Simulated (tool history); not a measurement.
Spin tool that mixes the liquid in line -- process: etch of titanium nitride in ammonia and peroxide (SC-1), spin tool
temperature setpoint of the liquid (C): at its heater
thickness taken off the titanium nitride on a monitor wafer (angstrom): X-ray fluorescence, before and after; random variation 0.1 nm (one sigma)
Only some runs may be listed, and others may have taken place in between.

run	day	temperature setpoint of the liquid (C)	parts of water to one part of 30 % peroxide (parts by volume)	parts of 29 % ammonia solution to one part of 30 % peroxide (parts by volume)	time under the liquid (s)	thickness taken off the titanium nitride on a monitor wafer (angstrom)
1	0.000	62.0	27.0	0.65	280	448.98
2	0.088	60.0	27.0	0.65	280	393.73
3	0.388	60.0	19.0	0.65	280	483.32
4	0.625	65.5	19.0	0.65	280	676.22
# day 0.658: thermometer replaced
5	0.658	62.5	19.0	0.65	280	479.37
6	0.908	60.5	19.0	0.65	280	421.39
7	1.196	60.5	19.0	0.65	280	419.10
8	1.325	59.0	19.0	0.65	280	382.76
9	1.621	59.0	19.0	0.65	280	381.66

What will run 10 give?
10	1.758	58.0	19.0	0.65	280	?

Run 10 produced thickness taken off the titanium nitride on a monitor wafer (angstrom) 358.39.
